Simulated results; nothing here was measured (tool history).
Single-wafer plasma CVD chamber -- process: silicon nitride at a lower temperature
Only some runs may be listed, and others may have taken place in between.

run  hour  heater temperature setpoint (K)  chamber pressure (Pa)  RF power (kW)  deposition time (s)  mean film thickness on the monitor wafer (nm)
  1   0.0                           623.15                    189          0.360                 22.6                                         29.102
  2   5.3                           623.15                    179          0.355                 22.6                                         28.421
  3  11.3                           623.15                    179          0.355                 22.6                                         28.326
  4  19.7                           623.15                    179          0.355                 22.6                                         28.342
  5  22.2                           623.15                    179          0.355                 21.4                                         26.852
  6  28.5                           623.15                    172          0.355                 21.4                                         26.434
  7  34.0                           623.15                    168          0.355                 21.4                                         26.312
  8  38.9                           623.15                    132          0.345                 21.4                                         24.103
  9  43.1                           623.15                    135          0.345                 21.4                                         24.270

The next listed run, before its measurement:
 10  50.9                           623.15                    136          0.345                 21.4                                              ?

mean film thickness on the monitor wafer (nm): 24.326

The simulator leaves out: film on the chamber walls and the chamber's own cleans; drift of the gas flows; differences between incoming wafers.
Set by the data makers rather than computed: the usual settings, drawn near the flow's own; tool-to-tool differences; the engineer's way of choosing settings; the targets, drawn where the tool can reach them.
